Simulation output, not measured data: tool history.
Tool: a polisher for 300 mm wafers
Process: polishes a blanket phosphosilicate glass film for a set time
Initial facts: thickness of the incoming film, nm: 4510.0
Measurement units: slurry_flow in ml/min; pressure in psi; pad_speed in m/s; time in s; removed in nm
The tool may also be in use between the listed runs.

run    day  slurry_flow  pressure  pad_speed  slurry_solids  time  removed
  1      0          320       3.7       1.24              1    46      669
  2  0.129          320       3.4       1.24              1    46   618.35
  3  0.371          320       3.2       1.24              1    46   589.67
  4  0.717          320         3       1.24              1    46   546.84
  5   0.85          365         3       1.24              1    46   548.33
  6  0.975          365       3.5       1.24              1    46   656.45

Estimate the outcome of run 7 from the log above:
  7  1.333          360       3.3       1.24              1    46        ?

{"run 7": {"removed": 612.26}}
